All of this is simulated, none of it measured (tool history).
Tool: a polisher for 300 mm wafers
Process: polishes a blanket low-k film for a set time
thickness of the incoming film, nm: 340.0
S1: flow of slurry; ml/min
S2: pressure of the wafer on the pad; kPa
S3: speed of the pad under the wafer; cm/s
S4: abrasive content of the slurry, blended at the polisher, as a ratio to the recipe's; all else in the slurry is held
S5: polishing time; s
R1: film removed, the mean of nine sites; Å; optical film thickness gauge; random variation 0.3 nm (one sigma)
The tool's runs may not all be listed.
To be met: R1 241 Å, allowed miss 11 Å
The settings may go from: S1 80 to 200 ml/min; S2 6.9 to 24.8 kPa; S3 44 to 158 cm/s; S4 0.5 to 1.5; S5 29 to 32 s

run 1 hour=0 | S1=130 S2=15.9 S3=100 S4=1 S5=32 | R1=187.17
run 2 hour=0.8 | S1=130 S2=15.9 S3=118 S4=1 S5=32 | R1=213.71
run 3 hour=5.3 | S1=130 S2=16.5 S3=118 S4=1 S5=32 | R1=220.93
run 4 hour=9.6 | S1=130 S2=16.5 S3=118 S4=1 S5=32 | R1=223.43
run 5 hour=15.6 | S1=130 S2=14.5 S3=118 S4=1 S5=32 | R1=190.54
run 6 hour=17.2 | S1=130 S2=14.5 S3=118 S4=0.9 S5=32 | R1=186.66
run 7 hour=21.3 | S1=130 S2=15.2 S3=118 S4=0.9 S5=32 | R1=193.66
run 8 hour=30.3 | S1=130 S2=15.9 S3=118 S4=0.9 S5=32 | R1=201.52
run 9 hour=34.9 | S1=130 S2=16.5 S3=118 S4=0.9 S5=32 | R1=216.16
run 10 hour=39.1 | S1=135 S2=17.2 S3=118 S4=0.9 S5=32 | R1=221.24

4 next moves are on the table. One of them brings every result within its allowed miss. Which?
run A hour=43.3 | S1=165 S2=24.1 S3=102 S4=0.85 S5=30 | R1=?
run B hour=43.3 | S1=145 S2=20 S3=114 S4=1.1 S5=31 | R1=?
run C hour=43.3 | S1=125 S2=17.2 S3=128 S4=1.05 S5=32 | R1=?
run D hour=43.3 | S1=155 S2=20.7 S3=126 S4=0.7 S5=32 | R1=?

move=A R1=269.66
move=B R1=265.09
move=C R1=245.64
move=D R1=266.21
A: takes the result that was furthest off past its target
B: takes the result that was furthest off past its target
C: meets every target
D: takes the result that was furthest off past its target
Move C is the one to make.

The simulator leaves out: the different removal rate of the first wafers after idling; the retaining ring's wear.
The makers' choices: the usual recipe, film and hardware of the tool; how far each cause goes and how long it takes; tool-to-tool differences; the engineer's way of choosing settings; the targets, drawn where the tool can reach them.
